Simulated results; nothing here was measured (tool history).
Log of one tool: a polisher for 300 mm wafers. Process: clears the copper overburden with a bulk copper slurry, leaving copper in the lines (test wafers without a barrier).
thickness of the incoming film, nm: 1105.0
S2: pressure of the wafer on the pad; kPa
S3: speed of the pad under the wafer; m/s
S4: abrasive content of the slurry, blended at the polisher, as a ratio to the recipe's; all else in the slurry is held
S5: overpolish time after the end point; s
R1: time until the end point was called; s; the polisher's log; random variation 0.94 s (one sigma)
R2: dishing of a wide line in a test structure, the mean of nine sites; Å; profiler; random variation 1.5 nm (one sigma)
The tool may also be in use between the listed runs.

run 1 hour=0.0 | flow_of_slurry_(ml/min)=140 S2=15.9 S3=1.00 S4=1.0 S5=18 | R1=180.53 R2=480.56
run 2 hour=5.4 | flow_of_slurry_(ml/min)=150 S2=17.2 S3=1.00 S4=1.0 S5=19 | R1=165.99 R2=561.54
run 3 hour=13.8 | flow_of_slurry_(ml/min)=150 S2=17.2 S3=0.76 S4=1.0 S5=19 | R1=213.61 R2=474.94
run 4 hour=18.8 | flow_of_slurry_(ml/min)=155 S2=19.3 S3=0.80 S4=1.0 S5=18 | R1=179.74 R2=513.49
run 5 hour=21.1 | flow_of_slurry_(ml/min)=160 S2=20.7 S3=0.82 S4=1.0 S5=18 | R1=165.82 R2=549.13
run 6 hour=26.3 | flow_of_slurry_(ml/min)=165 S2=21.4 S3=0.86 S4=1.0 S5=18 | R1=149.63 R2=572.51
run 7 hour=34.6 | flow_of_slurry_(ml/min)=170 S2=22.1 S3=0.88 S4=1.0 S5=19 | R1=144.64 R2=593.29
run 8 hour=41.5 | flow_of_slurry_(ml/min)=170 S2=22.8 S3=0.90 S4=1.0 S5=20 | R1=135.53 R2=622.40

The next listed run, before its measurement:
run 9 hour=50.1 | flow_of_slurry_(ml/min)=170 S2=23.4 S3=0.92 S4=1.0 S5=21 | R1=? R2=?

{"run 9": {"R1": 130.09, "R2": 658.78}}
